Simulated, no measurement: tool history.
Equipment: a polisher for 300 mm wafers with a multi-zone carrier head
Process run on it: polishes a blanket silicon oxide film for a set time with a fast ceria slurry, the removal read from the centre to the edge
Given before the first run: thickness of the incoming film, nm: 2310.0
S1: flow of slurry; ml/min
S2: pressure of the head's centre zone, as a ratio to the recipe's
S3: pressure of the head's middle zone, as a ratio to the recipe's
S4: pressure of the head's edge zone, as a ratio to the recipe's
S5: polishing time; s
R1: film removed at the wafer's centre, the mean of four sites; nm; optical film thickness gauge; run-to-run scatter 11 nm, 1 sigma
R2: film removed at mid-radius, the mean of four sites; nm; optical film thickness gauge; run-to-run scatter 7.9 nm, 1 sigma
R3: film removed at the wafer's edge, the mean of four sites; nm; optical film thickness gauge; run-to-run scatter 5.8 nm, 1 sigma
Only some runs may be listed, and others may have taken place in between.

run  hour   S1    S2    S3    S4  S5      R1      R2      R3
  1   0.0  275  1.00  1.00  1.00  39  634.25  650.50  639.77
  2   8.2  220  1.00  1.00  1.00  39  625.67  625.66  618.06
  3  11.3  230  1.02  1.00  1.01  40  658.87  646.83  643.05
  4  13.9  230  1.02  1.06  1.01  40  653.87  682.27  640.29
  5  19.7  240  1.04  1.06  1.02  41  685.77  702.65  669.97
  6  21.3  240  1.04  1.06  1.05  41  684.23  700.76  680.31
  7  24.8  245  1.06  1.06  1.05  42  714.74  726.52  688.94

What does the tool deliver on the next run?
     30.8  -- worn pad replaced by a new one
  8  30.8  250  1.07  1.05  1.06  43   ?   ?   ?

{"run 8": {"R1": 836.39, "R2": 829.84, "R3": 808.67}}
